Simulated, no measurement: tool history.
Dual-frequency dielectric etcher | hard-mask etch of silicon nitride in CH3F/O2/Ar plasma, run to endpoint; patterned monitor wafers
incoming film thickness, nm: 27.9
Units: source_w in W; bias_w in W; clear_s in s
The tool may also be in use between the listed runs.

run    day  source_w  bias_w  clear_s
  1      0       540      95   35.399
  2  0.025       500      94    36.25
  3  0.217       440      94   37.959
  4  0.567       390      94    39.58
  5    0.9       380      94   40.293
  6  1.175       420      94   38.752
  7  1.325       400      94   39.482

Forecast run 8:
  8  1.362       390      94        ?

Run 8 gave clear_s 39.871 s.

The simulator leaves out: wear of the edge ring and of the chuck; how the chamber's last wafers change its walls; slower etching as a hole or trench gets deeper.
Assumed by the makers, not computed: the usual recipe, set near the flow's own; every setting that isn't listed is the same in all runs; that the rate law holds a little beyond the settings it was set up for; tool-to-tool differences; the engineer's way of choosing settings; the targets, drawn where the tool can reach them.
